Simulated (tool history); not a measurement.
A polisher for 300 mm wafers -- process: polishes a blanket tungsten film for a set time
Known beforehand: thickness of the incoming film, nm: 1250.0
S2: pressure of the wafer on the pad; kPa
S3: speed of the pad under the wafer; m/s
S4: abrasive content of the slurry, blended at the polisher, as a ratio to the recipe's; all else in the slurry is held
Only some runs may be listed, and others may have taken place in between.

Run 1, hour 0.0: flow of slurry (ml/min) 145, S2 21.4 kPa, S3 1.38 m/s, S4 1.0, polishing time (s) 108. Result: film removed (nm) 615.42.
Run 2, hour 8.2: flow of slurry (ml/min) 140, S2 20.0 kPa, S3 1.38 m/s, S4 1.0, polishing time (s) 108. Result: film removed (nm) 562.48.
Run 3, hour 13.2: flow of slurry (ml/min) 140, S2 20.0 kPa, S3 1.38 m/s, S4 1.0, polishing time (s) 108. Result: film removed (nm) 562.19.
Run 4, hour 17.2: flow of slurry (ml/min) 170, S2 20.0 kPa, S3 1.38 m/s, S4 1.0, polishing time (s) 108. Result: film removed (nm) 575.38.
Run 5, hour 23.6: flow of slurry (ml/min) 170, S2 18.6 kPa, S3 1.38 m/s, S4 1.0, polishing time (s) 108. Result: film removed (nm) 548.78.
Run 6, hour 25.9: flow of slurry (ml/min) 165, S2 17.2 kPa, S3 1.38 m/s, S4 1.0, polishing time (s) 108. Result: film removed (nm) 507.43.

What does the tool deliver on the next run?
Run 7, hour 26.5: flow of slurry (ml/min) 160, S2 16.5 kPa, S3 1.38 m/s, S4 1.0, polishing time (s) 108. Result: film removed (nm) ?.

Run 7 measured film removed (nm) 477.56.

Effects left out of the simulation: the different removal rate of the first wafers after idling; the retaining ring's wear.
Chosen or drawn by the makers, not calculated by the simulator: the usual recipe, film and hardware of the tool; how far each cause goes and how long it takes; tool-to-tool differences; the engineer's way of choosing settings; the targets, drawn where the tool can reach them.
